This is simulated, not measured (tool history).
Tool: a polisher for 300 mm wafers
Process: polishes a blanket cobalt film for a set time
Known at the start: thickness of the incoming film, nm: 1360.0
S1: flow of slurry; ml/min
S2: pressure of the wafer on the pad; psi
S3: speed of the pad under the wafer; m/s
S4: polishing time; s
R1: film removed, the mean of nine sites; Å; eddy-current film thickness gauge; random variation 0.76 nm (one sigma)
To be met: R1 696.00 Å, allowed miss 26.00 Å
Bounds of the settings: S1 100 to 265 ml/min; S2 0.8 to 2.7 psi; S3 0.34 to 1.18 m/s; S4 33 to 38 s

run,day,S1,S2,S3,S4,R1
1,0.000,170,1.7,0.76,38,1231.90
2,0.158,210,1.7,0.76,38,1259.00
3,0.246,210,1.5,0.76,38,1089.80
4,0.479,210,1.4,0.76,38,1028.70
5,0.767,210,1.4,0.60,38,859.82
6,0.950,210,1.4,0.60,38,876.00
7,1.233,210,1.3,0.60,38,825.39
8,1.342,210,1.2,0.60,38,753.93

4 next moves are on the table. One of them brings every result within its allowed miss. Which?
A,1.450,255,1.4,0.52,35,?
B,1.450,225,1.3,0.50,37,?
C,1.450,225,1.5,0.52,38,?
D,1.450,170,1.4,0.60,37,?

move,R1
A,741.35
B,701.03
C,849.75
D,832.77
A: nearer than the last run, and not there yet
B: meets every target
C: further off than the last run
D: further off than the last run
Move B is the one to make.

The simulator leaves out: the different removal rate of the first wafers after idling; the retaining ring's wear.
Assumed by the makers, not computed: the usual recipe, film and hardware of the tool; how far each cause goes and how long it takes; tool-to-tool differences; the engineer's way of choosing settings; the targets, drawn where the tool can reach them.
